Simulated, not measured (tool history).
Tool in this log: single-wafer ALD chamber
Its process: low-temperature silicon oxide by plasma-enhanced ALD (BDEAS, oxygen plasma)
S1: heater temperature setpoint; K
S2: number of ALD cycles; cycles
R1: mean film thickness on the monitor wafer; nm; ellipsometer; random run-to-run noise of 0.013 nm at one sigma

| run | day | S1 | S2 | R1 |
|---|---|---|---|---|
| 1 | 0 | 363.15 | 48 | 6.8233 |
| 2 | 0.029 | 365.15 | 47 | 6.6241 |
| 3 | 0.379 | 365.15 | 41 | 5.7734 |
| 4 | 0.533 | 365.15 | 45 | 6.3439 |
| 5 | 0.567 | 370.15 | 45 | 6.256 |
| 6 | 0.679 | 371.15 | 44 | 6.1011 |
| 7 | 0.804 | 372.15 | 43 | 5.929 |

What does the tool deliver on the next run?
| 8 | 0.879 | 373.15 | 42 | ? |

For run 8 the tool returned R1 5.7918 nm.
